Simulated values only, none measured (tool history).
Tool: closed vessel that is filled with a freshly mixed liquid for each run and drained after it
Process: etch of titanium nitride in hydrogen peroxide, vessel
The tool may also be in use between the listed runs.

run	hour	temperature setpoint of the liquid (°C)	concentration of hydrogen peroxide in the mixed liquid (% by weight)	time in the liquid (s)	thickness taken off the titanium nitride on a monitor wafer (Å)
1	0	54	20.5	140	67.482
2	7.3	51	20.5	140	54.41
3	13.2	49	20.5	140	47.254
4	16.6	49	23	140	47.964
5	21.6	47.5	23	140	43.673
6	29.4	46.5	23	140	41.095

Run 7 has not been measured yet. What should we expect?
7	36.6	45.5	23	140	?

thickness taken off the titanium nitride on a monitor wafer (Å): 37.586

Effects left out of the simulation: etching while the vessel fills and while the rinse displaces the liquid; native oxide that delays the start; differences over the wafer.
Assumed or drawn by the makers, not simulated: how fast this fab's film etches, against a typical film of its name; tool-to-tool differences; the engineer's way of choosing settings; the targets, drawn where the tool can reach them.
